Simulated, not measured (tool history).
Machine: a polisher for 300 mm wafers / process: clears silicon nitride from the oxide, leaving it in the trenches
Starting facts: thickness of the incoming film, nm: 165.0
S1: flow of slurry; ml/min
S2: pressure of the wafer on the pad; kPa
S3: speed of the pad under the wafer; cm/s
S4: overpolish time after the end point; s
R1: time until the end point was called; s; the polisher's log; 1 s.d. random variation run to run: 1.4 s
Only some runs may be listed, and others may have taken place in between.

| run | hour | S1 | S2 | S3 | S4 | R1 |
|---|---|---|---|---|---|---|
| 1 | 0.0 | 185 | 21.4 | 114 | 9 | 111.260 |
| 2 | 6.9 | 185 | 25.5 | 114 | 9 | 94.091 |
| 3 | 15.2 | 180 | 23.4 | 114 | 9 | 101.990 |
| 4 | 16.9 | 180 | 21.4 | 114 | 9 | 112.430 |
| 5 | 25.9 | 175 | 20.0 | 114 | 9 | 118.240 |
|  | 27.5 | head pressure recalibrated |
| 6 | 27.5 | 175 | 20.0 | 136 | 9 | 112.590 |
| 7 | 32.5 | 175 | 20.0 | 136 | 9 | 112.560 |
| 8 | 37.9 | 170 | 18.6 | 136 | 9 | 121.130 |
| 9 | 42.2 | 165 | 17.9 | 136 | 9 | 124.780 |
| 10 | 51.0 | 160 | 17.2 | 136 | 9 | 134.170 |

Expected results for the next run?
| 11 | 52.0 | 150 | 16.5 | 136 | 9 | ? |

Run 11 gave R1 138.820 s.

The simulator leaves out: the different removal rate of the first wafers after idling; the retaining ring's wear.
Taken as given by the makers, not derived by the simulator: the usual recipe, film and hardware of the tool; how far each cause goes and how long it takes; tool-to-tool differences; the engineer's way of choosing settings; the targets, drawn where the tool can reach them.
